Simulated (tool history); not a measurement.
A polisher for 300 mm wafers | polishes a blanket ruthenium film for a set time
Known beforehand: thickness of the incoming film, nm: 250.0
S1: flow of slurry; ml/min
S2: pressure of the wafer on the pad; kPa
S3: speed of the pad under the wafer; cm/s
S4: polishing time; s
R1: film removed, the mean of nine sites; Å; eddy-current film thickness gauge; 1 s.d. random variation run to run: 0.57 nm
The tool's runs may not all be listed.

run,hour,S1,S2,S3,S4,R1
1,0.0,195,11.0,114,57,473.88
2,2.7,195,9.7,114,57,421.32
3,3.9,195,9.7,114,57,419.65
4,4.9,160,9.7,114,57,405.47
5,7.7,180,9.7,114,57,415.80
6,13.9,180,9.7,114,57,415.24
7,18.3,230,13.1,116,57,585.65
8,26.7,235,13.8,116,57,619.77
9,27.9,240,14.5,116,57,649.06
10,35.4,240,14.5,116,57,640.40
11,40.8,245,15.2,116,57,673.29
12,46.6,250,15.9,116,57,707.57

The next listed run, before its measurement:
13,54.3,255,15.9,116,57,?

{"run 13": {"R1": 716.1}}
